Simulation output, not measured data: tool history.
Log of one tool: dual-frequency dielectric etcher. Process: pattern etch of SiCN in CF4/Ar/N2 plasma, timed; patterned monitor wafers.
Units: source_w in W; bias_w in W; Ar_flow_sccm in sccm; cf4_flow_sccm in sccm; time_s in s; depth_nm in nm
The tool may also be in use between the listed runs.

Run 1, hour 0: source_w 500 W, bias_w 65 W, Ar_flow_sccm 125 sccm, cf4_flow_sccm 50 sccm, time_s 56.5 s. Result: depth_nm 49.745 nm.
Run 2, hour 5.9: source_w 560 W, bias_w 66 W, Ar_flow_sccm 124 sccm, cf4_flow_sccm 50 sccm, time_s 56.5 s. Result: depth_nm 55.813 nm.
Run 3, hour 13.3: source_w 560 W, bias_w 57 W, Ar_flow_sccm 124 sccm, cf4_flow_sccm 50 sccm, time_s 56.5 s. Result: depth_nm 53.257 nm.
Run 4, hour 20.3: source_w 600 W, bias_w 59 W, Ar_flow_sccm 122 sccm, cf4_flow_sccm 50 sccm, time_s 56.5 s. Result: depth_nm 57.703 nm.
Run 5, hour 22.3: source_w 600 W, bias_w 59 W, Ar_flow_sccm 122 sccm, cf4_flow_sccm 50 sccm, time_s 51.5 s. Result: depth_nm 53.215 nm.
Run 6, hour 29.8: source_w 630 W, bias_w 65 W, Ar_flow_sccm 117 sccm, cf4_flow_sccm 51 sccm, time_s 51.5 s. Result: depth_nm 57.811 nm.

The next listed run, before its measurement:
At hour 30.8: bias power generator calibrated.
Run 7, hour 30.8: source_w 650 W, bias_w 70 W, Ar_flow_sccm 114 sccm, cf4_flow_sccm 53 sccm, time_s 52 s. Result: depth_nm ?.

Run 7 gave depth_nm 64.457 nm.
